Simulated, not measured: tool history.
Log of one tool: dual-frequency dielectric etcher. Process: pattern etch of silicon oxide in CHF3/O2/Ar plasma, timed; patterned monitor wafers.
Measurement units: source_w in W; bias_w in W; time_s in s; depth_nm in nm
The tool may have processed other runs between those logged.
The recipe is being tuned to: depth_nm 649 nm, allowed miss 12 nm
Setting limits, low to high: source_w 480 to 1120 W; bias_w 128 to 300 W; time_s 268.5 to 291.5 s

run  hour  source_w  bias_w  time_s  depth_nm
  1     0       800     214   291.5    588.81
  2   6.6       850     216   291.5     606.2
  3  14.6       880     218   291.5     617.3
  4  22.4       820     218   291.5    605.77
  5  23.1       860     220   291.5    614.05
  6  31.7       860     198   291.5       588
  7  34.8       910     200   291.5    601.89
  8  40.9       950     202   291.5    621.58
  9  46.1       970     203   291.5    627.13
 10  54.9       990     204   291.5    628.68

Which of these 5 next moves meets every target?
  A  63.7      1070     219   281.5         ?
  B  63.7      1020     192     282         ?
  C  63.7       860     207   291.5         ?
  D  63.7      1070     204   277.5         ?
  E  63.7      1100     202   276.5         ?

move  depth_nm
   A    648.19
   B     606.8
   C    603.38
   D    622.29
   E    624.51
A: every result within its allowed miss
B: the biggest miss grows against the last run
C: the biggest miss grows against the last run
D: the biggest miss grows against the last run
E: the biggest miss grows against the last run
Go with A: it meets all targets.

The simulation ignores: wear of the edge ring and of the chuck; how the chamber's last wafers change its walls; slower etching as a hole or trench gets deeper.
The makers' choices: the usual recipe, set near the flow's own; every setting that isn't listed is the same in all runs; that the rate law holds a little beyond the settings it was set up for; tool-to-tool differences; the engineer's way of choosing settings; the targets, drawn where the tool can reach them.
